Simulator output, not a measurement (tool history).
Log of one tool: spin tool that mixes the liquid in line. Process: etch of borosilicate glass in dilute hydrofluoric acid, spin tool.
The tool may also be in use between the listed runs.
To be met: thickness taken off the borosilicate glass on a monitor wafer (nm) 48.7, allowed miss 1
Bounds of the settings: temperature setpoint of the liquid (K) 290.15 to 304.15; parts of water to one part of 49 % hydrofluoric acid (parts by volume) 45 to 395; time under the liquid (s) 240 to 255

run  hour  temperature setpoint of the liquid (K)  parts of water to one part of 49 % hydrofluoric acid (parts by volume)  time under the liquid (s)  thickness taken off the borosilicate glass on a monitor wafer (nm)
  1     0                                  296.15                                                                     220                        240                                                              41.668
  2   5.3                                  297.15                                                                     220                        240                                                              43.567
  3   8.2                                  297.15                                                                     220                        255                                                              46.659
  4   9.3                                  297.15                                                                     270                        255                                                              35.774
  5  13.6                                  295.15                                                                     270                        255                                                              33.202
  6  14.7                                  295.15                                                                     325                        255                                                              26.509
  7  18.8                                  297.15                                                                     305                        255                                                              30.896
  8  27.3                                  298.65                                                                     295                        255                                                              33.541
  9    32                                  300.15                                                                     285                        255                                                              37.009
 10    35                                  301.15                                                                     275                        255                                                              40.679
 11  40.3                                  301.65                                                                     270                        255                                                              41.919
 12  45.1                                  302.15                                                                     265                        255                                                              43.731
 13  51.4                                  302.65                                                                     260                        255                                                              45.468

4 next moves are on the table. One of them brings every result within its allowed miss. Which?
  A  57.7                                  303.65                                                                     265                        255                                                                   ?
  B  57.7                                  304.15                                                                     285                        255                                                                   ?
  C  57.7                                  302.65                                                                     245                        255                                                                   ?
  D  57.7                                  300.15                                                                     220                        255                                                                   ?

move  thickness taken off the borosilicate glass on a monitor wafer (nm)
   A                                                              45.791
   B                                                              42.295
   C                                                              49.028
   D                                                               51.54
A: nearer than the last run, and not there yet
B: further off than the last run
C: meets every target
D: takes the result that was furthest off past its target
Answer: C

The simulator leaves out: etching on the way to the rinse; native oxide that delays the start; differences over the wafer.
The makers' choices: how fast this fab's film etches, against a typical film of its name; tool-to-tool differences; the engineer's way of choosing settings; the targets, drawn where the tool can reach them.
